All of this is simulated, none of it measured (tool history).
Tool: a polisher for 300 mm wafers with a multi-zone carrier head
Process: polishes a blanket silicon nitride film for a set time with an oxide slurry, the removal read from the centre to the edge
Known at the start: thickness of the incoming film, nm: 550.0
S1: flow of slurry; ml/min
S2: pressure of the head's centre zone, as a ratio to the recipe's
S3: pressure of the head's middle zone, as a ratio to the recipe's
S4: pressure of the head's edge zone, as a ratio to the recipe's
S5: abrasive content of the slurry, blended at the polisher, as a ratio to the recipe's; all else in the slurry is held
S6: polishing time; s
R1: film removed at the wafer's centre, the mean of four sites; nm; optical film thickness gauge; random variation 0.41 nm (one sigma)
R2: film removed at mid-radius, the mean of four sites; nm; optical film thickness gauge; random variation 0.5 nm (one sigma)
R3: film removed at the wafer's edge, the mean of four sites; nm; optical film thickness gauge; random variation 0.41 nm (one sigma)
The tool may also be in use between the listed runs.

run  hour   S1    S2    S3    S4    S5  S6      R1      R2      R3
  1   0.0  245  1.00  1.00  1.00  1.00  39  27.973  28.210  29.376
  2   2.8  250  0.98  1.06  1.01  1.05  39  28.177  30.570  31.097
  3   9.7  260  0.97  1.11  0.98  1.05  39  28.054  32.173  30.198
  4  13.2  260  0.97  1.11  0.98  1.05  49  34.598  39.842  37.460
     18.5  -- edge zone pressure recalibrated
  5  18.5  285  0.97  1.11  0.98  1.05  49  36.114  41.119  37.030
  6  26.7  285  0.97  1.03  0.98  1.05  49  36.236  38.486  37.044

Run 7 comes next. What will it give?
  7  34.9  280  0.93  1.04  0.95  1.00  49   ?   ?   ?

R1: 33.099 nm
R2: 37.435 nm
R3: 35.437 nm
